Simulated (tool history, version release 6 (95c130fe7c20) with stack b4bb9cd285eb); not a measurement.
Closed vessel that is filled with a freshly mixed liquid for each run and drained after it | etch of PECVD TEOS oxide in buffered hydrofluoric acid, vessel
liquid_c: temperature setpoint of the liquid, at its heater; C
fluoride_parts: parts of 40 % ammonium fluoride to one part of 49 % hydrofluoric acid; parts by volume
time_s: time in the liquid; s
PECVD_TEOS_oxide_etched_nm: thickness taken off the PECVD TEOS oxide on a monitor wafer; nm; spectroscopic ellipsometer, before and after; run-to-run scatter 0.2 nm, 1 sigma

| run | hour | liquid_c | fluoride_parts | time_s | PECVD_TEOS_oxide_etched_nm |
|---|---|---|---|---|---|
| 1 | 0.0 | 20.0 | 22.0 | 30 | 23.070 |
| 2 | 8.3 | 21.0 | 20.0 | 30 | 26.001 |
| 3 | 11.5 | 21.0 | 26.5 | 30 | 21.538 |
| 4 | 13.8 | 22.0 | 24.0 | 30 | 24.354 |
| 5 | 19.1 | 18.5 | 24.0 | 30 | 20.050 |
| 6 | 22.7 | 20.0 | 21.5 | 30 | 23.495 |
| 7 | 31.2 | 21.0 | 19.5 | 30 | 26.684 |
| 8 | 33.0 | 25.0 | 12.5 | 30 | 51.579 |
| 9 | 38.2 | 25.5 | 12.5 | 30 | 53.379 |
| 10 | 45.3 | 26.0 | 12.5 | 30 | 54.565 |

Expected results for the next run?
| 11 | 52.1 | 26.5 | 12.5 | 30 | ? |

Run 11 measured PECVD_TEOS_oxide_etched_nm 56.038 nm.
